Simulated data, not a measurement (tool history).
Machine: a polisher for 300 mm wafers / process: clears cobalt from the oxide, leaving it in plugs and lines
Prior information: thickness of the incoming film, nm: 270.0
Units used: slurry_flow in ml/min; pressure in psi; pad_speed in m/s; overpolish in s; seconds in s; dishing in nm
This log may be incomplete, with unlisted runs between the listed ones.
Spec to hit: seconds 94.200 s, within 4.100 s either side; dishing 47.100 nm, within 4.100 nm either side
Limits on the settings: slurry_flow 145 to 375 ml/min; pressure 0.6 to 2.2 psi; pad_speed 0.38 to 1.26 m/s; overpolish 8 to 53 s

| run | hour | slurry_flow | pressure | pad_speed | overpolish | seconds | dishing |
|---|---|---|---|---|---|---|---|
| 1 | 0.0 | 240 | 1.4 | 0.82 | 27 | 107.960 | 52.193 |
| 2 | 3.1 | 240 | 1.4 | 0.66 | 27 | 128.160 | 44.891 |
| 3 | 4.8 | 240 | 1.4 | 0.66 | 34 | 128.650 | 52.091 |
| 4 | 8.4 | 180 | 1.4 | 0.66 | 34 | 133.360 | 50.226 |
| 5 | 12.7 | 180 | 1.4 | 0.66 | 25 | 132.410 | 40.152 |
| 6 | 19.8 | 185 | 1.7 | 0.66 | 23 | 110.140 | 47.400 |
| 7 | 26.6 | 185 | 1.7 | 0.66 | 22 | 109.230 | 42.429 |
|  | 27.5 | head pressure recalibrated |
| 8 | 27.5 | 190 | 1.8 | 0.66 | 22 | 110.120 | 42.336 |

Of the 5 settings listed for the next run, only one would bring every result within its allowed miss of target. Which one?
| A | 28.4 | 210 | 2.0 | 0.50 | 30 | ? | ? |
| B | 28.4 | 185 | 1.9 | 0.76 | 20 | ? | ? |
| C | 28.4 | 270 | 1.6 | 0.68 | 22 | ? | ? |
| D | 28.4 | 250 | 2.2 | 0.38 | 28 | ? | ? |
| E | 28.4 | 325 | 1.7 | 0.70 | 26 | ? | ? |

| move | seconds | dishing |
|---|---|---|
| A | 122.710 | 51.688 |
| B | 94.043 | 46.737 |
| C | 115.920 | 43.040 |
| D | 133.960 | 46.284 |
| E | 104.820 | 52.158 |
A: its largest miss is bigger than the last run's
B: every result lands within tolerance
C: its largest miss is bigger than the last run's
D: its largest miss is bigger than the last run's
E: nearer than the last run, and not there yet
The right move is B.
